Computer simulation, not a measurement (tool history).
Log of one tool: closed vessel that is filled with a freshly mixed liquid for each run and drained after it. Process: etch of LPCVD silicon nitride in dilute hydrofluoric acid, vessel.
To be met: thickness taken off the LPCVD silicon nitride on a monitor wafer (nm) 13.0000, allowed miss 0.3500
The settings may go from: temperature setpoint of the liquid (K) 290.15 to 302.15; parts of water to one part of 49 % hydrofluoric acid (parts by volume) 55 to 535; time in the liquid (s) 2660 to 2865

run	hour	temperature setpoint of the liquid (K)	parts of water to one part of 49 % hydrofluoric acid (parts by volume)	time in the liquid (s)	thickness taken off the LPCVD silicon nitride on a monitor wafer (nm)
1	0.0	294.15	295	2660	4.4745
2	1.8	297.65	295	2660	5.5264
3	8.3	297.65	370	2660	4.4432
4	11.4	297.65	370	2865	4.8242
5	14.9	298.65	325	2865	5.7848
6	21.0	298.65	365	2865	5.1016
7	29.1	299.15	320	2865	5.9923
8	34.2	299.65	280	2865	7.1429
9	42.0	302.15	160	2865	14.7400

Which of these 4 next moves meets every target?
A	49.8	302.15	180	2865	?
B	49.8	301.65	155	2770	?
C	49.8	301.15	155	2865	?
D	49.8	300.65	150	2865	?

move	thickness taken off the LPCVD silicon nitride on a monitor wafer (nm)
A	12.8740
B	14.0400
C	14.0780
D	14.1030
A: meets every target
B: nearer than the last run, and not there yet
C: nearer than the last run, and not there yet
D: nearer than the last run, and not there yet
The right move is A.
